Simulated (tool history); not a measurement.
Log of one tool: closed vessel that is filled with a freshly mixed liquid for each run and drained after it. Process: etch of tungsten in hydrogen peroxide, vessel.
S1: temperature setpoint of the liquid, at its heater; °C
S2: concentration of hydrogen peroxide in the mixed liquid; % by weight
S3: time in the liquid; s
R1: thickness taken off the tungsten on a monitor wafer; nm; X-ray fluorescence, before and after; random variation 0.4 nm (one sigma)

run,day,S1,S2,S3,R1
1,0.000,51.0,20.0,90,172.05
2,0.283,48.0,20.0,90,142.94
3,0.425,48.0,18.5,90,136.46
4,0.675,48.0,22.0,90,149.91
5,0.867,48.0,22.0,100,167.37
6,0.908,45.0,22.0,100,138.83
7,0.962,43.5,22.0,100,126.81
8,1.200,42.0,22.0,100,113.37
9,1.304,41.0,22.0,100,107.18
10,1.604,40.5,22.0,100,103.59

Run 11 comes next. What will it give?
11,1.692,40.5,22.0,100,?

R1: 103.77 nm
